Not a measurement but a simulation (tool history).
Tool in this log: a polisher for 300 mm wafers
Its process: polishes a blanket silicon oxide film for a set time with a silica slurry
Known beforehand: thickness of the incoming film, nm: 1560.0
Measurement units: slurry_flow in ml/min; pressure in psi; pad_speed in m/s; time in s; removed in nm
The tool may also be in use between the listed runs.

run 1 hour=0.0 | slurry_flow=265 pressure=4.4 pad_speed=1.12 slurry_solids=1.0 time=39 | removed=143.90
run 2 hour=6.3 | slurry_flow=265 pressure=4.4 pad_speed=1.26 slurry_solids=1.0 time=39 | removed=153.81
run 3 hour=11.2 | slurry_flow=265 pressure=4.4 pad_speed=1.26 slurry_solids=1.0 time=39 | removed=155.61
run 4 hour=14.0 | slurry_flow=265 pressure=4.4 pad_speed=1.26 slurry_solids=1.0 time=39 | removed=157.19
run 5 hour=18.5 | slurry_flow=265 pressure=4.4 pad_speed=1.46 slurry_solids=1.0 time=39 | removed=169.35
run 6 hour=24.7 | slurry_flow=265 pressure=4.4 pad_speed=1.46 slurry_solids=0.9 time=39 | removed=164.39

Expected results for the next run?
run 7 hour=30.6 | slurry_flow=255 pressure=3.2 pad_speed=1.44 slurry_solids=0.9 time=39 | removed=?

removed: 120.12 nm
